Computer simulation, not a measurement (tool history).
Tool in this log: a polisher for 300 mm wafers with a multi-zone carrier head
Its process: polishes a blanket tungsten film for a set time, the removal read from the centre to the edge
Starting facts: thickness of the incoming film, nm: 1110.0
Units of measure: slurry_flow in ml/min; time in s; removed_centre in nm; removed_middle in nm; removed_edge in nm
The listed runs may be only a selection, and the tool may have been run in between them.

Run 1, hour 0: slurry_flow 240 ml/min, centre_zone 1, middle_zone 1, edge_zone 1, slurry_solids 1, time 59 s. Result: removed_centre 434.79 nm, removed_middle 438.67 nm, removed_edge 427.13 nm.
Run 2, hour 8.9: slurry_flow 240 ml/min, centre_zone 1, middle_zone 1, edge_zone 0.93, slurry_solids 1, time 59 s. Result: removed_centre 442.27 nm, removed_middle 438.88 nm, removed_edge 406 nm.
Run 3, hour 14.9: slurry_flow 240 ml/min, centre_zone 0.97, middle_zone 1.01, edge_zone 0.98, slurry_solids 1.05, time 59 s. Result: removed_centre 422.61 nm, removed_middle 443.25 nm, removed_edge 430.33 nm.
Run 4, hour 20: slurry_flow 240 ml/min, centre_zone 0.96, middle_zone 1.02, edge_zone 1, slurry_solids 1.05, time 59 s. Result: removed_centre 424.98 nm, removed_middle 452.34 nm, removed_edge 441.23 nm.
Run 5, hour 27.7: slurry_flow 210 ml/min, centre_zone 0.96, middle_zone 1.02, edge_zone 1, slurry_solids 1.05, time 59 s. Result: removed_centre 409.93 nm, removed_middle 443.23 nm, removed_edge 414.52 nm.
Run 6, hour 30.5: slurry_flow 220 ml/min, centre_zone 0.94, middle_zone 1.02, edge_zone 1.02, slurry_solids 1.05, time 59 s. Result: removed_centre 408.59 nm, removed_middle 446.98 nm, removed_edge 442.84 nm.
Run 7, hour 35.3: slurry_flow 240 ml/min, centre_zone 0.89, middle_zone 1.05, edge_zone 1.04, slurry_solids 1.05, time 59 s. Result: removed_centre 388.98 nm, removed_middle 456.91 nm, removed_edge 455.77 nm.
Run 8, hour 44.2: slurry_flow 245 ml/min, centre_zone 0.89, middle_zone 1.05, edge_zone 1.04, slurry_solids 1.05, time 59 s. Result: removed_centre 398.46 nm, removed_middle 464.43 nm, removed_edge 438.81 nm.
Run 9, hour 47.5: slurry_flow 245 ml/min, centre_zone 0.89, middle_zone 1.05, edge_zone 1.04, slurry_solids 1.05, time 59 s. Result: removed_centre 398.82 nm, removed_middle 460.82 nm, removed_edge 434.31 nm.
Run 10, hour 54.1: slurry_flow 245 ml/min, centre_zone 0.89, middle_zone 1.05, edge_zone 1.06, slurry_solids 1.05, time 59 s. Result: removed_centre 397.83 nm, removed_middle 464.46 nm, removed_edge 454.01 nm.
Run 11, hour 59.7: slurry_flow 245 ml/min, centre_zone 0.89, middle_zone 1.05, edge_zone 1.07, slurry_solids 1.05, time 59 s. Result: removed_centre 390.71 nm, removed_middle 469.61 nm, removed_edge 453.81 nm.

Forecast run 12:
Run 12, hour 61.1: slurry_flow 245 ml/min, centre_zone 0.89, middle_zone 1.04, edge_zone 1.07, slurry_solids 1.05, time 59 s. Result: removed_centre ?, removed_middle ?, removed_edge ?.

removed_centre: 389.99 nm
removed_middle: 463.84 nm
removed_edge: 452.66 nm

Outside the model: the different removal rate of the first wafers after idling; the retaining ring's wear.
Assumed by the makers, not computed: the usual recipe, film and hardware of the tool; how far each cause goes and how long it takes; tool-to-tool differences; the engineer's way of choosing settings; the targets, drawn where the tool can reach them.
